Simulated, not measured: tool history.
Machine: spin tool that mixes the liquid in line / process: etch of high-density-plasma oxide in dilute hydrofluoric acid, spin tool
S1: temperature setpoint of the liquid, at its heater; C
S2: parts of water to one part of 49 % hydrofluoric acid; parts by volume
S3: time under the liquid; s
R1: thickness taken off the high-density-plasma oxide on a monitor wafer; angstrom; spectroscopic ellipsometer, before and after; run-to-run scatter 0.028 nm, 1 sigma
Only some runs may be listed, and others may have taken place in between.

run	hour	S1	S2	S3	R1
1	0.0	24.0	210	100	26.132
2	6.9	21.0	210	100	23.289
3	15.4	24.5	185	100	31.462
4	19.1	21.5	185	100	27.818
5	22.5	21.5	185	80	22.256
6	27.8	23.5	185	80	24.075
7	34.5	26.0	150	80	34.029
8	42.9	28.0	135	80	41.075

The next listed run, before its measurement:
9	49.7	29.0	130	80	?

Run 9 measured R1 45.139 angstrom.

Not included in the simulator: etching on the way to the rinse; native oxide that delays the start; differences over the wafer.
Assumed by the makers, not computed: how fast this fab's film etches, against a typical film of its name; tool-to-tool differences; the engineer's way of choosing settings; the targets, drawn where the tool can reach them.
